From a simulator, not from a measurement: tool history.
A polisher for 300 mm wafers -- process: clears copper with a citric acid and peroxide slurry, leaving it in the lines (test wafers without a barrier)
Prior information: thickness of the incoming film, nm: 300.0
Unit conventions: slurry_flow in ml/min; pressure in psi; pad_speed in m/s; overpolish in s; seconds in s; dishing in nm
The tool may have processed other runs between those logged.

{"run": 1, "hour": 0.0, "slurry_flow": 295, "pressure": 3.2, "pad_speed": 0.98, "slurry_solids": 1, "overpolish": 26, "seconds": 125.13, "dishing": 36.785}
{"run": 2, "hour": 6.7, "slurry_flow": 265, "pressure": 3.2, "pad_speed": 0.98, "slurry_solids": 1, "overpolish": 26, "seconds": 128.01, "dishing": 35.125}
{"run": 3, "hour": 9.9, "slurry_flow": 270, "pressure": 3.5, "pad_speed": 0.98, "slurry_solids": 1, "overpolish": 29, "seconds": 115.54, "dishing": 42.381}
{"run": 4, "hour": 16.8, "slurry_flow": 270, "pressure": 3.5, "pad_speed": 0.8, "slurry_solids": 1, "overpolish": 29, "seconds": 134.15, "dishing": 37.593}
{"run": 5, "hour": 19.1, "slurry_flow": 270, "pressure": 3.5, "pad_speed": 0.8, "slurry_solids": 1, "overpolish": 24, "seconds": 132.27, "dishing": 32.673}
{"run": 6, "hour": 27.7, "slurry_flow": 270, "pressure": 3.5, "pad_speed": 0.8, "slurry_solids": 1.1, "overpolish": 24, "seconds": 129.65, "dishing": 33.842}
{"run": 7, "hour": 30.7, "slurry_flow": 275, "pressure": 3.8, "pad_speed": 0.8, "slurry_solids": 1.1, "overpolish": 27, "seconds": 121.93, "dishing": 39.523}
{"run": 8, "hour": 35.2, "slurry_flow": 275, "pressure": 4, "pad_speed": 0.82, "slurry_solids": 1.1, "overpolish": 30, "seconds": 109.93, "dishing": 45.157}
{"run": 9, "hour": 40.9, "slurry_flow": 275, "pressure": 4.1, "pad_speed": 0.82, "slurry_solids": 1.1, "overpolish": 33, "seconds": 110.65, "dishing": 49.979}
{"run": 10, "hour": 43.2, "slurry_flow": 275, "pressure": 4.1, "pad_speed": 0.82, "slurry_solids": 1.1, "overpolish": 33, "seconds": 111.63, "dishing": 48.937}
{"run": 11, "hour": 49.3, "slurry_flow": 275, "pressure": 4.3, "pad_speed": 0.82, "slurry_solids": 1.1, "overpolish": 35, "seconds": 102.47, "dishing": 53.937}
{"run": 12, "hour": 55.6, "slurry_flow": 275, "pressure": 4.4, "pad_speed": 0.82, "slurry_solids": 1.1, "overpolish": 37, "seconds": 101.34, "dishing": 59.096}
{"run": 13, "hour": 56.3, "slurry_flow": 275, "pressure": 4.5, "pad_speed": 0.82, "slurry_solids": 1.1, "overpolish": 38, "seconds": 95.626, "dishing": 60.842}
{"run": 14, "hour": 58.1, "slurry_flow": 275, "pressure": 4.5, "pad_speed": 0.82, "slurry_solids": 1.1, "overpolish": 39, "seconds": 100.27, "dishing": 62.2}
{"run": 15, "hour": 61.9, "slurry_flow": 275, "pressure": 4.6, "pad_speed": 0.82, "slurry_solids": 1.1, "overpolish": 40, "seconds": 95.051, "dishing": 62.105}
{"run": 16, "hour": 63.8, "slurry_flow": 275, "pressure": 4.6, "pad_speed": 0.82, "slurry_solids": 1.1, "overpolish": 41, "seconds": 97.912, "dishing": 65.894}
{"run": 17, "hour": 70.7, "slurry_flow": 275, "pressure": 4.7, "pad_speed": 0.82, "slurry_solids": 1.1, "overpolish": 41, "seconds": 95.719, "dishing": 64.865}

Expected results for the next run?
{"run": 18, "hour": 71.4, "slurry_flow": 275, "pressure": 4.7, "pad_speed": 0.82, "slurry_solids": 1.1, "overpolish": 42, "seconds": "?", "dishing": "?"}

seconds: 94.77 s
dishing: 66.823 nm

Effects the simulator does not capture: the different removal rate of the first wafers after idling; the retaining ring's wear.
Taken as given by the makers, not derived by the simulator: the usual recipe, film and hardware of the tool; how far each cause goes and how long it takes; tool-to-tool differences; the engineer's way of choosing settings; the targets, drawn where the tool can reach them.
